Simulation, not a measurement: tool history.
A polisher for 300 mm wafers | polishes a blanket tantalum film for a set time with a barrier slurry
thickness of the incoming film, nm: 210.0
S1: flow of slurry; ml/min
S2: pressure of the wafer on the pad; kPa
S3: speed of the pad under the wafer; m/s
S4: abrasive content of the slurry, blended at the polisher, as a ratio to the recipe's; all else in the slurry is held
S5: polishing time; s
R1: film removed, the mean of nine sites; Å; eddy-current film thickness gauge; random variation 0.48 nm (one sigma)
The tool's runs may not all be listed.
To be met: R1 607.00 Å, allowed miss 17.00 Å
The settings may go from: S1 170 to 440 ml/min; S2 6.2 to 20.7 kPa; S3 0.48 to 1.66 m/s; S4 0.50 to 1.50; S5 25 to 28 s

Run 1, hour 0.0: S1 280 ml/min, S2 13.1 kPa, S3 1.06 m/s, S4 1.00, S5 28 s. Result: R1 510.81 Å.
Run 2, hour 4.9: S1 240 ml/min, S2 13.1 kPa, S3 1.06 m/s, S4 1.00, S5 28 s. Result: R1 496.02 Å.
Run 3, hour 13.4: S1 240 ml/min, S2 13.1 kPa, S3 0.92 m/s, S4 1.00, S5 28 s. Result: R1 436.93 Å.
Run 4, hour 18.9: S1 265 ml/min, S2 13.1 kPa, S3 0.92 m/s, S4 1.00, S5 28 s. Result: R1 438.22 Å.
Run 5, hour 20.0: S1 275 ml/min, S2 14.5 kPa, S3 0.92 m/s, S4 1.00, S5 28 s. Result: R1 479.11 Å.
Run 6, hour 24.1: S1 225 ml/min, S2 14.5 kPa, S3 0.92 m/s, S4 1.00, S5 28 s. Result: R1 479.98 Å.
Run 7, hour 27.3: S1 225 ml/min, S2 15.9 kPa, S3 0.92 m/s, S4 1.00, S5 28 s. Result: R1 522.51 Å.
Run 8, hour 31.8: S1 225 ml/min, S2 16.5 kPa, S3 0.92 m/s, S4 1.00, S5 28 s. Result: R1 539.74 Å.
At hour 38.6: head pressure recalibrated.
Run 9, hour 38.6: S1 225 ml/min, S2 17.2 kPa, S3 0.92 m/s, S4 1.00, S5 28 s. Result: R1 517.17 Å.
Run 10, hour 39.7: S1 225 ml/min, S2 18.6 kPa, S3 0.94 m/s, S4 1.00, S5 28 s. Result: R1 581.43 Å.

5 next moves are on the table. One of them brings every result within its allowed miss. Which?
Run A, hour 40.8: S1 315 ml/min, S2 20.7 kPa, S3 0.96 m/s, S4 1.10, S5 26 s. Result: R1 ?.
Run B, hour 40.8: S1 230 ml/min, S2 17.2 kPa, S3 1.04 m/s, S4 1.30, S5 28 s. Result: R1 ?.
Run C, hour 40.8: S1 170 ml/min, S2 19.3 kPa, S3 1.02 m/s, S4 1.00, S5 25 s. Result: R1 ?.
Run D, hour 40.8: S1 215 ml/min, S2 19.3 kPa, S3 0.96 m/s, S4 1.05, S5 26 s. Result: R1 ?.
Run E, hour 40.8: S1 230 ml/min, S2 18.6 kPa, S3 0.94 m/s, S4 1.15, S5 28 s. Result: R1 ?.

move      R1
   A  648.30
   B  642.64
   C  565.10
   D  577.42
   E  608.05
A: takes the result that was furthest off past its target
B: takes the result that was furthest off past its target
C: further off than the last run
D: further off than the last run
E: meets every target
The right move is E.
